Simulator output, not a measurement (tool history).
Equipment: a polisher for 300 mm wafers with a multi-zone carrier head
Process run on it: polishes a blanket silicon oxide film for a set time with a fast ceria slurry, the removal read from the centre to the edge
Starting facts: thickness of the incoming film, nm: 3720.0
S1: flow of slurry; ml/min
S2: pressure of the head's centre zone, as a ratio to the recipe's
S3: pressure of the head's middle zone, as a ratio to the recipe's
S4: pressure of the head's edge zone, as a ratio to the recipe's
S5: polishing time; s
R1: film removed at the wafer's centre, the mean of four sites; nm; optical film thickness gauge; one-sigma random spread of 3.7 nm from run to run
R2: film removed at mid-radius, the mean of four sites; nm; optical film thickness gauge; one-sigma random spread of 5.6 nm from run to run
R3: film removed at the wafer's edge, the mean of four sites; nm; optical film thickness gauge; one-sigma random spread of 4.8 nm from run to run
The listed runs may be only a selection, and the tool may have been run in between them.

run 1 day=0.000 | S1=315 S2=1.00 S3=1.00 S4=1.00 S5=82 | R1=644.89 R2=650.75 R3=640.67
run 2 day=0.167 | S1=315 S2=1.00 S3=0.99 S4=0.99 S5=79 | R1=612.41 R2=597.64 R3=612.49
run 3 day=0.325 | S1=315 S2=1.00 S3=0.99 S4=0.98 S5=77 | R1=595.81 R2=591.92 R3=594.24
run 4 day=0.433 | S1=315 S2=1.04 S3=0.99 S4=0.98 S5=77 | R1=630.51 R2=607.71 R3=597.72
run 5 day=0.529 | S1=320 S2=1.04 S3=0.99 S4=0.97 S5=75 | R1=614.17 R2=581.91 R3=572.73
run 6 day=0.788 | S1=320 S2=1.00 S3=0.99 S4=0.97 S5=75 | R1=589.35 R2=588.12 R3=577.93

Run 7 has not been measured yet. What should we expect?
run 7 day=0.875 | S1=325 S2=1.00 S3=0.98 S4=0.96 S5=73 | R1=? R2=? R3=?

Run 7 gave R1 570.21 nm, R2 548.42 nm, R3 557.29 nm.

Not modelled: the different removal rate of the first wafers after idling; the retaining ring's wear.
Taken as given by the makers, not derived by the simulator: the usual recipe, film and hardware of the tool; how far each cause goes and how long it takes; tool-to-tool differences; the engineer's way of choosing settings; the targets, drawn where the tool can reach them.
